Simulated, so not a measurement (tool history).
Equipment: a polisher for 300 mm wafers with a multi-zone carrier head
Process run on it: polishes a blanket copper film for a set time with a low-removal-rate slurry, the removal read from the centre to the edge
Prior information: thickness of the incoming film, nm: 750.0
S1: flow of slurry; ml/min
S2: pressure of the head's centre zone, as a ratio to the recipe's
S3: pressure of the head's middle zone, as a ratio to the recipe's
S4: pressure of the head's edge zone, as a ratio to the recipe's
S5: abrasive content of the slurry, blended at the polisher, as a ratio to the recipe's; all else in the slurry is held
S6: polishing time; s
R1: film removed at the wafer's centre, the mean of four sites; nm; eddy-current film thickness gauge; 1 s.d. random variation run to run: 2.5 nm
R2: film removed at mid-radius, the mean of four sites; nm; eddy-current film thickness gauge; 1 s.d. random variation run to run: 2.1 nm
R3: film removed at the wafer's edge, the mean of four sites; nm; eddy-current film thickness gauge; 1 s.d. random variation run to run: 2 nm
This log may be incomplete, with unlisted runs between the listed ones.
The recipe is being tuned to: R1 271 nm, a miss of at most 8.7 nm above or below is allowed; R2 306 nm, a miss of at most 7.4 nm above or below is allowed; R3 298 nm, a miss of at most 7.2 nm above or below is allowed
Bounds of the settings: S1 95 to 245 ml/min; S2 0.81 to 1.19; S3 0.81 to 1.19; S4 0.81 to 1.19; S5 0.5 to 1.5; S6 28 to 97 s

run	hour	S1	S2	S3	S4	S5	S6	R1	R2	R3
1	0	155	1	1	1	1	62	241.4	257.92	259.6
2	5.2	155	1	1	1	1	51	200.71	210.83	213.41
3	11.3	170	1	1	1	1	51	201.23	213.09	215.42
4	12.2	180	1.02	1.04	1.05	1.15	53	215.98	235.45	236.95
5	19.9	180	1.02	1.04	1.05	1.15	39	158.92	171.94	172.96
6	25.6	180	1.02	1.11	1.05	1.15	39	161.76	182.11	170.98
7	34.6	190	1.04	1.12	1.08	1.25	45	192.46	214.18	206.36
8	40.6	200	1.05	1.14	1.1	1.3	48	214.51	234.76	223.16
9	43.9	205	1.04	1.15	1.12	1.35	51	226.97	252.57	247.18
# hour 51.9: centre zone pressure recalibrated
10	51.9	210	1.04	1.16	1.13	1.4	53	256.86	268.69	257.12
11	55.3	210	1	1.17	1.15	1.4	55	258.03	280.93	268.88
12	63.5	210	0.96	1.17	1.16	1.4	56	250.53	283.6	275.14
13	64.3	215	0.95	1.17	1.17	1.45	56	250.24	291.42	278.25
14	73	220	0.95	1.17	1.18	1.45	56	253.03	284.82	277.6
15	80.3	215	0.95	1.17	1.18	1.45	57	257.56	293.07	281.77

Consider the 4 candidate settings below. Which is the only one whose results all fall within their allowed miss of target?
A	87.6	140	0.94	1.12	1.09	1.5	66	?	?	?
B	87.6	185	0.93	1.18	1.03	1.2	61	?	?	?
C	87.6	195	0.99	1.17	1.04	1.5	59	?	?	?
D	87.6	220	1.01	1.05	1.19	1.3	59	?	?	?

move	R1	R2	R3
A	270.85	301.45	298.61
B	254.94	295.49	270.02
C	273.9	295.92	272.85
D	278.85	273.38	290.22
A: all results land within tolerance of their targets
B: moves away from the targets compared with the last run
C: moves away from the targets compared with the last run
D: moves away from the targets compared with the last run
A is the move that brings every result within its allowed miss.
